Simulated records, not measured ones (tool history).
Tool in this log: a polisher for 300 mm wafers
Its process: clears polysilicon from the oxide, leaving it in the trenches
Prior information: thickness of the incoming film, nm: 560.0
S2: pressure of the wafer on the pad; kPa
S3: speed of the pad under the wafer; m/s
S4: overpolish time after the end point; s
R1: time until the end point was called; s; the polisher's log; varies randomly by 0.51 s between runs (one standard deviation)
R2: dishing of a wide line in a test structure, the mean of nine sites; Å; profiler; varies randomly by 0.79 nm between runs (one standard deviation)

Run 1, hour 0: flow of slurry (ml/min) 300, S2 13.1 kPa, S3 0.8 m/s, S4 20 s. Result: R1 72.332 s, R2 509.74 Å.
Run 2, hour 8.6: flow of slurry (ml/min) 300, S2 13.8 kPa, S3 0.8 m/s, S4 17 s. Result: R1 65.681 s, R2 504.53 Å.
Run 3, hour 16.1: flow of slurry (ml/min) 250, S2 13.8 kPa, S3 0.8 m/s, S4 17 s. Result: R1 67.989 s, R2 496.8 Å.
Run 4, hour 16.9: flow of slurry (ml/min) 235, S2 14.5 kPa, S3 0.8 m/s, S4 15 s. Result: R1 65.469 s, R2 481.27 Å.
Run 5, hour 22.1: flow of slurry (ml/min) 235, S2 14.5 kPa, S3 0.8 m/s, S4 7 s. Result: R1 66.715 s, R2 362.74 Å.
Run 6, hour 25.6: flow of slurry (ml/min) 235, S2 14.5 kPa, S3 0.68 m/s, S4 7 s. Result: R1 78.938 s, R2 339.52 Å.
Run 7, hour 32: flow of slurry (ml/min) 235, S2 15.9 kPa, S3 0.68 m/s, S4 8 s. Result: R1 69.25 s, R2 381.52 Å.

Predict the results of run 8:
Run 8, hour 32.6: flow of slurry (ml/min) 240, S2 16.5 kPa, S3 0.68 m/s, S4 8 s. Result: R1 ?, R2 ?.

{"run 8": {"R1": 67.627, "R2": 386.36}}
